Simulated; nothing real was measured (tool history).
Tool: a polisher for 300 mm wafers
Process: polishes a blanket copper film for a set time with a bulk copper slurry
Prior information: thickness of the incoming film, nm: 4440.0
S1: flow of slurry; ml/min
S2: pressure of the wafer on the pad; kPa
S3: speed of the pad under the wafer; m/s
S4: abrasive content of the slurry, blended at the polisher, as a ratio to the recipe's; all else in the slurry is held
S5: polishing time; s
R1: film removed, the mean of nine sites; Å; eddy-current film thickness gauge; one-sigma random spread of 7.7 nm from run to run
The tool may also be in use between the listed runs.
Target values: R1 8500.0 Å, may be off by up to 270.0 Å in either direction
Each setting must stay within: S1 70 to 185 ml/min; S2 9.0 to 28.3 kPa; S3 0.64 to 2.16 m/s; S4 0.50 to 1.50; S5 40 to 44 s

{"run": 1, "hour": 0.0, "S1": 120, "S2": 18.6, "S3": 1.4, "S4": 1.0, "S5": 44, "R1": 6204.1}
{"run": 2, "hour": 7.5, "S1": 125, "S2": 20.0, "S3": 1.4, "S4": 1.0, "S5": 44, "R1": 6682.0}
{"run": 3, "hour": 12.3, "S1": 115, "S2": 20.0, "S3": 1.4, "S4": 1.0, "S5": 44, "R1": 6572.5}
{"run": 4, "hour": 19.5, "S1": 120, "S2": 20.7, "S3": 1.4, "S4": 1.0, "S5": 44, "R1": 6850.0}
{"run": 5, "hour": 23.4, "S1": 150, "S2": 20.7, "S3": 1.4, "S4": 1.0, "S5": 44, "R1": 7192.5}
{"run": 6, "hour": 29.7, "S1": 150, "S2": 20.7, "S3": 1.4, "S4": 1.15, "S5": 44, "R1": 7383.7}
{"run": 7, "hour": 35.5, "S1": 155, "S2": 21.4, "S3": 1.4, "S4": 1.15, "S5": 44, "R1": 7645.8}
{"run": 8, "hour": 43.4, "S1": 155, "S2": 22.1, "S3": 1.4, "S4": 1.15, "S5": 44, "R1": 7983.0}
{"run": 9, "hour": 51.8, "S1": 160, "S2": 22.8, "S3": 1.4, "S4": 1.15, "S5": 44, "R1": 8318.3}
{"run": 10, "hour": 55.1, "S1": 160, "S2": 22.8, "S3": 1.4, "S4": 1.15, "S5": 44, "R1": 8242.9}

Of the 4 settings listed for the next run, only one would bring every result within its allowed miss of target. Which one?
{"run": "A", "hour": 58.4, "S1": 185, "S2": 22.8, "S3": 1.5, "S4": 0.85, "S5": 44, "R1": "?"}
{"run": "B", "hour": 58.4, "S1": 185, "S2": 24.1, "S3": 1.26, "S4": 1.1, "S5": 43, "R1": "?"}
{"run": "C", "hour": 58.4, "S1": 165, "S2": 23.4, "S3": 1.46, "S4": 0.85, "S5": 41, "R1": "?"}
{"run": "D", "hour": 58.4, "S1": 160, "S2": 22.8, "S3": 1.36, "S4": 1.1, "S5": 43, "R1": "?"}

move=A R1=8460.0
move=B R1=7786.1
move=C R1=7765.8
move=D R1=7735.2
A: all results land within tolerance of their targets
B: further off than the last run
C: further off than the last run
D: further off than the last run
Correct choice: A, which meets every target
